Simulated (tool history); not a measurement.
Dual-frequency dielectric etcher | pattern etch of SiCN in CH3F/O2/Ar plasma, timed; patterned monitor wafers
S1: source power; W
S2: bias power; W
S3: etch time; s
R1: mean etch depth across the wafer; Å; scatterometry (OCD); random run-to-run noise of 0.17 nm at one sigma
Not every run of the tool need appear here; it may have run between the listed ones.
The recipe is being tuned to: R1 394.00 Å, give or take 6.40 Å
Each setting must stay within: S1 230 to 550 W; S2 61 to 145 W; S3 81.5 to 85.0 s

| run | hour | S1 | S2 | S3 | R1 |
|---|---|---|---|---|---|
| 1 | 0.0 | 390 | 103 | 81.5 | 360.78 |
| 2 | 3.4 | 390 | 103 | 81.5 | 363.59 |
| 3 | 9.3 | 400 | 103 | 81.5 | 364.05 |
| 4 | 12.7 | 400 | 120 | 81.5 | 384.61 |
| 5 | 13.6 | 360 | 120 | 81.5 | 363.87 |
| 6 | 14.6 | 320 | 120 | 81.5 | 340.57 |
| 7 | 16.7 | 330 | 120 | 81.5 | 347.49 |
| 8 | 25.0 | 340 | 120 | 81.5 | 350.01 |
| 9 | 31.9 | 350 | 120 | 81.5 | 358.23 |
| 10 | 36.2 | 360 | 120 | 81.5 | 363.76 |
| 11 | 40.4 | 370 | 120 | 81.5 | 366.42 |
| 12 | 42.2 | 380 | 120 | 81.5 | 373.14 |
| 13 | 48.7 | 390 | 120 | 81.5 | 379.78 |
| 14 | 53.5 | 400 | 120 | 81.5 | 386.09 |

Which of these 5 next moves meets every target?
| A | 58.3 | 430 | 135 | 81.5 | ? |
| B | 58.3 | 450 | 122 | 81.5 | ? |
| C | 58.3 | 400 | 126 | 83.0 | ? |
| D | 58.3 | 400 | 111 | 82.0 | ? |
| E | 58.3 | 450 | 125 | 82.0 | ? |

| move | R1 |
|---|---|
| A | 412.56 |
| B | 409.00 |
| C | 397.17 |
| D | 378.00 |
| E | 414.48 |
A: moves the result that the last run missed by most past its target, out the other side
B: moves the result that the last run missed by most past its target, out the other side
C: meets every target
D: lands further from the targets than the last run did
E: moves the result that the last run missed by most past its target, out the other side
So the answer is move C, the one that meets all the targets.
